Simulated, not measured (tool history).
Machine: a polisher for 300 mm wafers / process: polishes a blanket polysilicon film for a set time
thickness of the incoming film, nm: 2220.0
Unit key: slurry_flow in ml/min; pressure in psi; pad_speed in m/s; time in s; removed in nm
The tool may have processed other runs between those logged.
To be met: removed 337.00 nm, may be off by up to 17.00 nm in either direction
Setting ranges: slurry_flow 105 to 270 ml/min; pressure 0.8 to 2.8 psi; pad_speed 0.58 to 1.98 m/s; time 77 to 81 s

{"run": 1, "hour": 0.0, "slurry_flow": 175, "pressure": 1.8, "pad_speed": 1.28, "time": 77, "removed": 596.07}
{"run": 2, "hour": 4.0, "slurry_flow": 175, "pressure": 1.8, "pad_speed": 1.28, "time": 77, "removed": 598.48}
{"run": 3, "hour": 11.3, "slurry_flow": 175, "pressure": 1.5, "pad_speed": 1.26, "time": 77, "removed": 481.22}
{"run": 4, "hour": 16.1, "slurry_flow": 200, "pressure": 1.5, "pad_speed": 1.26, "time": 77, "removed": 506.71}
{"run": 5, "hour": 20.4, "slurry_flow": 190, "pressure": 1.3, "pad_speed": 1.26, "time": 77, "removed": 438.78}
{"run": 6, "hour": 21.2, "slurry_flow": 185, "pressure": 1.2, "pad_speed": 1.26, "time": 77, "removed": 398.98}
{"run": 7, "hour": 22.9, "slurry_flow": 175, "pressure": 1.2, "pad_speed": 1.26, "time": 77, "removed": 397.38}
{"run": 8, "hour": 24.4, "slurry_flow": 170, "pressure": 1.1, "pad_speed": 1.26, "time": 77, "removed": 370.68}
{"run": 9, "hour": 30.2, "slurry_flow": 165, "pressure": 1.1, "pad_speed": 1.26, "time": 77, "removed": 362.73}
{"run": 10, "hour": 35.2, "slurry_flow": 160, "pressure": 1.1, "pad_speed": 1.26, "time": 77, "removed": 372.42}

Consider the 5 candidate settings below. Which is the only one whose results all fall within their allowed miss of target?
{"run": "A", "hour": 40.2, "slurry_flow": 165, "pressure": 1.0, "pad_speed": 1.38, "time": 77, "removed": "?"}
{"run": "B", "hour": 40.2, "slurry_flow": 145, "pressure": 1.0, "pad_speed": 1.46, "time": 81, "removed": "?"}
{"run": "C", "hour": 40.2, "slurry_flow": 140, "pressure": 1.0, "pad_speed": 1.24, "time": 79, "removed": "?"}
{"run": "D", "hour": 40.2, "slurry_flow": 225, "pressure": 0.9, "pad_speed": 1.48, "time": 77, "removed": "?"}
{"run": "E", "hour": 40.2, "slurry_flow": 140, "pressure": 1.0, "pad_speed": 1.46, "time": 81, "removed": "?"}

move=A removed=367.35
move=B removed=395.23
move=C removed=334.47
move=D removed=370.48
move=E removed=392.36
A: better than the last run, though not everything is in spec
B: further off than the last run
C: every result within its allowed miss
D: better than the last run, though not everything is in spec
E: further off than the last run
Answer: C
